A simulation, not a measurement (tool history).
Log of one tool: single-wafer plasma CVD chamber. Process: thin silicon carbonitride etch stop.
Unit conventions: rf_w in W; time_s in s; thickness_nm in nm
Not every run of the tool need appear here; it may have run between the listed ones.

run    day  rf_w  time_s  thickness_nm
  1  0.000   255    20.4        12.475
  2  0.342   290    20.4        12.739
  3  0.567   275    20.4        12.610
  4  0.862   275    17.7        11.085
  5  1.162   240    17.7        10.619
  6  1.496   240    19.7        11.707
  7  1.725   260    20.5        12.484
  8  1.883   275    21.0        12.874

Forecast run 9:
  9  2.179   285    21.5             ?

{"run 9": {"thickness_nm": 13.451}}
